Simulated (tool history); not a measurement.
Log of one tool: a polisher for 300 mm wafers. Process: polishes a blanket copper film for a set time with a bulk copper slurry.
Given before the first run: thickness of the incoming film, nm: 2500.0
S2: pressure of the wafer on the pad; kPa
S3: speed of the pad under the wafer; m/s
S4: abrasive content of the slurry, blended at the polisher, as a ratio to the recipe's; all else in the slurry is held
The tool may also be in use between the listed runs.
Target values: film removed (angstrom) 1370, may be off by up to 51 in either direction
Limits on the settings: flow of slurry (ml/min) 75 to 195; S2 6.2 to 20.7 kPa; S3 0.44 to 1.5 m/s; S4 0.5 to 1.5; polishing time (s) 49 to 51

Run 1, hour 0: flow of slurry (ml/min) 125, S2 13.1 kPa, S3 0.96 m/s, S4 1, polishing time (s) 49. Result: film removed (angstrom) 3504.2.
Run 2, hour 2.4: flow of slurry (ml/min) 120, S2 11 kPa, S3 0.84 m/s, S4 1, polishing time (s) 49. Result: film removed (angstrom) 2604.4.
Run 3, hour 6.7: flow of slurry (ml/min) 120, S2 11 kPa, S3 0.84 m/s, S4 0.85, polishing time (s) 49. Result: film removed (angstrom) 2541.6.
Run 4, hour 14.2: flow of slurry (ml/min) 115, S2 9.7 kPa, S3 0.78 m/s, S4 0.85, polishing time (s) 49. Result: film removed (angstrom) 2072.1.
Run 5, hour 17.3: flow of slurry (ml/min) 110, S2 8.3 kPa, S3 0.76 m/s, S4 0.85, polishing time (s) 49. Result: film removed (angstrom) 1787.8.
Run 6, hour 22.4: flow of slurry (ml/min) 105, S2 7.6 kPa, S3 0.74 m/s, S4 0.85, polishing time (s) 49. Result: film removed (angstrom) 1594.1.
Run 7, hour 26.9: flow of slurry (ml/min) 100, S2 7.6 kPa, S3 0.74 m/s, S4 0.85, polishing time (s) 49. Result: film removed (angstrom) 1555.4.
Run 8, hour 32.4: flow of slurry (ml/min) 95, S2 7.6 kPa, S3 0.74 m/s, S4 0.85, polishing time (s) 49. Result: film removed (angstrom) 1554.3.
Run 9, hour 41.4: flow of slurry (ml/min) 90, S2 7.6 kPa, S3 0.74 m/s, S4 0.85, polishing time (s) 49. Result: film removed (angstrom) 1553.3.
Run 10, hour 46.3: flow of slurry (ml/min) 85, S2 6.2 kPa, S3 0.72 m/s, S4 0.85, polishing time (s) 49. Result: film removed (angstrom) 1249.7.
Run 11, hour 50.4: flow of slurry (ml/min) 90, S2 6.2 kPa, S3 0.72 m/s, S4 0.85, polishing time (s) 49. Result: film removed (angstrom) 1267.3.
Run 12, hour 59.3: flow of slurry (ml/min) 95, S2 6.2 kPa, S3 0.72 m/s, S4 0.85, polishing time (s) 49. Result: film removed (angstrom) 1276.1.
Run 13, hour 62.3: flow of slurry (ml/min) 95, S2 6.2 kPa, S3 0.72 m/s, S4 0.85, polishing time (s) 49. Result: film removed (angstrom) 1280.9.
Run 14, hour 70.4: flow of slurry (ml/min) 100, S2 6.2 kPa, S3 0.72 m/s, S4 0.85, polishing time (s) 49. Result: film removed (angstrom) 1312.6.
Run 15, hour 76.5: flow of slurry (ml/min) 105, S2 6.2 kPa, S3 0.72 m/s, S4 0.85, polishing time (s) 49. Result: film removed (angstrom) 1305.3.

Exactly one of the 4 candidate moves below puts every result within its allowed miss. Which one?
Run A, hour 82.6: flow of slurry (ml/min) 80, S2 8.3 kPa, S3 0.6 m/s, S4 0.9, polishing time (s) 51. Result: film removed (angstrom) ?.
Run B, hour 82.6: flow of slurry (ml/min) 95, S2 6.2 kPa, S3 0.68 m/s, S4 0.8, polishing time (s) 49. Result: film removed (angstrom) ?.
Run C, hour 82.6: flow of slurry (ml/min) 90, S2 8.3 kPa, S3 0.54 m/s, S4 0.9, polishing time (s) 51. Result: film removed (angstrom) ?.
Run D, hour 82.6: flow of slurry (ml/min) 105, S2 7.6 kPa, S3 0.56 m/s, S4 0.8, polishing time (s) 51. Result: film removed (angstrom) ?.

move  film removed (angstrom)
   A                   1369.8
   B                     1197
   C                   1278.1
   D                   1246.5
A: hits every target within its allowed miss
B: moves away from the targets compared with the last run
C: moves away from the targets compared with the last run
D: moves away from the targets compared with the last run
Correct choice: A, which meets every target

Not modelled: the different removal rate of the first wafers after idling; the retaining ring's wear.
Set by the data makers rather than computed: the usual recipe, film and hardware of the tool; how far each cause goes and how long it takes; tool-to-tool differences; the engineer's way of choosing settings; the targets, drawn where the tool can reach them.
